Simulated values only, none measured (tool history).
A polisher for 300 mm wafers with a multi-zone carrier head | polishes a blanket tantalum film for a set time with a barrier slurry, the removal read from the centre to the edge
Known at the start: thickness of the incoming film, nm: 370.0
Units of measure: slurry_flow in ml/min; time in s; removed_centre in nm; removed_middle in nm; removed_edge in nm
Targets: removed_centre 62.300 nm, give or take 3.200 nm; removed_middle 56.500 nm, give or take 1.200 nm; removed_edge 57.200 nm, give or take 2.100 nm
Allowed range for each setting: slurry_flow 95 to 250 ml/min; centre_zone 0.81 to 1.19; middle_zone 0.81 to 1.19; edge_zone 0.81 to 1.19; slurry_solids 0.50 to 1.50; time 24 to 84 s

run,hour,slurry_flow,centre_zone,middle_zone,edge_zone,slurry_solids,time,removed_centre,removed_middle,removed_edge
1,0.0,160,1.00,1.00,1.00,1.00,54,106.420,107.450,108.880
2,3.1,160,1.04,1.00,1.00,1.00,54,114.790,107.360,109.960
3,5.5,160,1.04,0.99,0.98,0.95,52,108.750,101.360,102.020
4,9.8,155,1.03,0.97,0.97,0.90,50,98.071,93.141,96.220
5,13.1,155,1.03,0.97,0.97,0.90,58,116.360,108.620,111.920
6,18.9,155,1.11,0.97,0.97,0.90,58,127.070,109.070,110.330
7,22.7,125,1.01,0.92,0.87,0.65,43,71.553,66.496,67.135
8,29.7,125,1.01,0.92,0.86,0.65,43,71.871,66.500,67.699

Which of these 5 next moves meets every target?
A,36.7,120,1.00,0.89,0.81,0.50,42,?,?,?
B,36.7,130,1.19,1.08,0.82,0.60,42,?,?,?
C,36.7,140,1.15,1.12,0.81,0.50,46,?,?,?
D,36.7,150,1.19,1.18,0.81,0.65,38,?,?,?
E,36.7,150,0.90,1.14,0.81,0.55,43,?,?,?

move,removed_centre,removed_middle,removed_edge
A,61.727,56.867,57.894
B,80.980,73.376,63.457
C,80.346,77.603,64.426
D,77.752,75.739,59.889
E,61.991,77.805,63.318
A: every result lands within tolerance
B: its largest miss is bigger than the last run's
C: its largest miss is bigger than the last run's
D: its largest miss is bigger than the last run's
E: its largest miss is bigger than the last run's
The move that meets every target is A.

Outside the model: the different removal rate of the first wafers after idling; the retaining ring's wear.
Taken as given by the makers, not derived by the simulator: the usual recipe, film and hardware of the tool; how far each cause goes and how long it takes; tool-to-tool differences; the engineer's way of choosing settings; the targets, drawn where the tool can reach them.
